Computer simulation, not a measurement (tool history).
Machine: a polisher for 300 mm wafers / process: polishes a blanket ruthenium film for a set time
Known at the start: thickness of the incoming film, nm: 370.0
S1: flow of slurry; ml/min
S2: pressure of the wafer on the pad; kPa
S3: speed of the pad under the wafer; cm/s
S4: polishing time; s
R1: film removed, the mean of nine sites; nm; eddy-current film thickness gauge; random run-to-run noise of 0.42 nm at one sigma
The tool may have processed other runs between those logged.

{"run": 1, "day": 0.0, "S1": 190, "S2": 13.1, "S3": 78, "S4": 82, "R1": 72.583}
{"run": 2, "day": 0.3, "S1": 190, "S2": 11.7, "S3": 76, "S4": 82, "R1": 62.788}
{"run": 3, "day": 0.588, "S1": 155, "S2": 11.7, "S3": 76, "S4": 82, "R1": 60.977}
{"run": 4, "day": 0.867, "S1": 155, "S2": 15.2, "S3": 76, "S4": 82, "R1": 80.163}
{"run": 5, "day": 0.954, "S1": 155, "S2": 15.2, "S3": 76, "S4": 86, "R1": 83.582}
{"run": 6, "day": 1.246, "S1": 155, "S2": 13.1, "S3": 74, "S4": 86, "R1": 70.854}
{"run": 7, "day": 1.325, "S1": 155, "S2": 11.7, "S3": 74, "S4": 86, "R1": 63.436}
{"run": 8, "day": 1.488, "S1": 155, "S2": 10.3, "S3": 74, "S4": 86, "R1": 57.284}
{"run": 9, "day": 1.642, "S1": 155, "S2": 9.7, "S3": 74, "S4": 86, "R1": 52.265}
{"run": 10, "day": 2.0, "S1": 150, "S2": 9.0, "S3": 74, "S4": 86, "R1": 48.234}
{"run": 11, "day": 2.171, "S1": 145, "S2": 8.3, "S3": 74, "S4": 86, "R1": 44.312}
{"run": 12, "day": 2.233, "S1": 140, "S2": 8.3, "S3": 74, "S4": 86, "R1": 44.801}

Run 13 is up next; what results do you expect?
{"run": 13, "day": 2.575, "S1": 140, "S2": 8.3, "S3": 74, "S4": 86, "R1": "?"}

{"run 13": {"R1": 44.45}}
